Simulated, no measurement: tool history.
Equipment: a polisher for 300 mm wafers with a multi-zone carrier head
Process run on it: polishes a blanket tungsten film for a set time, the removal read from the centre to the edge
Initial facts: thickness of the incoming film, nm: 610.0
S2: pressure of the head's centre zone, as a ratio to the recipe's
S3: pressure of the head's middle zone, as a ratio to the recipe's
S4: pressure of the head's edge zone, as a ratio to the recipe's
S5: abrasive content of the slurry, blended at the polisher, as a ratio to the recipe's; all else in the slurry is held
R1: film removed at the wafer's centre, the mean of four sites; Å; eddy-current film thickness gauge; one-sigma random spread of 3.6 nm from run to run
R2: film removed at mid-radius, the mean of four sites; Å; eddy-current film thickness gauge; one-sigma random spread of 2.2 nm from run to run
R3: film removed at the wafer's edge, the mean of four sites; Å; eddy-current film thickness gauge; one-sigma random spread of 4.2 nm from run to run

run 1 hour=0 | flow_of_slurry_(ml/min)=155 S2=1 S3=1 S4=1 S5=1 polishing_time_(s)=48 | R1=2408.1 R2=2435.9 R3=2542.8
run 2 hour=7.4 | flow_of_slurry_(ml/min)=155 S2=1 S3=1 S4=1 S5=1 polishing_time_(s)=56 | R1=2865.9 R2=2824.3 R3=2815.7
run 3 hour=9.9 | flow_of_slurry_(ml/min)=185 S2=1 S3=1 S4=1 S5=1 polishing_time_(s)=56 | R1=2921 R2=2968.6 R3=2904.8
run 4 hour=16.4 | flow_of_slurry_(ml/min)=185 S2=1 S3=0.95 S4=1 S5=1 polishing_time_(s)=56 | R1=2961.6 R2=2841 R3=3022.5
run 5 hour=17.2 | flow_of_slurry_(ml/min)=185 S2=1.03 S3=0.95 S4=1 S5=1 polishing_time_(s)=56 | R1=2980.8 R2=2793.8 R3=2960.5
run 6 hour=18 | flow_of_slurry_(ml/min)=185 S2=1.03 S3=0.95 S4=0.97 S5=1 polishing_time_(s)=56 | R1=3115.1 R2=2818.4 R3=2995.2
run 7 hour=26 | flow_of_slurry_(ml/min)=190 S2=1.02 S3=0.96 S4=0.97 S5=1.05 polishing_time_(s)=56 | R1=3011.9 R2=2874.6 R3=2976.7
run 8 hour=30.3 | flow_of_slurry_(ml/min)=195 S2=1.02 S3=0.97 S4=0.97 S5=1.1 polishing_time_(s)=56 | R1=3084.2 R2=2975.3 R3=3051.6
run 9 hour=35 | flow_of_slurry_(ml/min)=200 S2=1.02 S3=0.98 S4=0.97 S5=1.1 polishing_time_(s)=56 | R1=3146.5 R2=2991.3 R3=3027.2
run 10 hour=42.5 | flow_of_slurry_(ml/min)=205 S2=1.01 S3=0.99 S4=0.97 S5=1.1 polishing_time_(s)=56 | R1=3098.9 R2=3036.4 R3=3042.2
run 11 hour=49.3 | flow_of_slurry_(ml/min)=210 S2=1.01 S3=1 S4=0.97 S5=1.1 polishing_time_(s)=56 | R1=3127.2 R2=3087.7 R3=3021.2

What does the tool deliver on the next run?
run 12 hour=57.2 | flow_of_slurry_(ml/min)=210 S2=1 S3=1.01 S4=0.97 S5=1.1 polishing_time_(s)=56 | R1=? R2=? R3=?

Run 12 came out at R1 3095.7 Å, R2 3055.8 Å, R3 3065 Å.
